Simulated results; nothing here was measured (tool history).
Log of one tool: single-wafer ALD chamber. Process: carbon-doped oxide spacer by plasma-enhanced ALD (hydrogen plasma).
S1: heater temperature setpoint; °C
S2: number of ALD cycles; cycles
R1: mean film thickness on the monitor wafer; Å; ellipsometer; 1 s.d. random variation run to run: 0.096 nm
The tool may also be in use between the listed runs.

run	hour	S1	S2	R1
1	0.0	395	668	318.88
2	3.7	395	634	301.22
3	6.0	395	556	264.31
4	11.8	395	631	301.88
5	17.1	395	543	258.88
6	20.0	395	636	301.51
7	27.0	395	612	291.09
8	29.1	395	593	283.16

Expected results for the next run?
9	31.2	395	577	?

For run 9 the tool returned R1 274.59 Å.
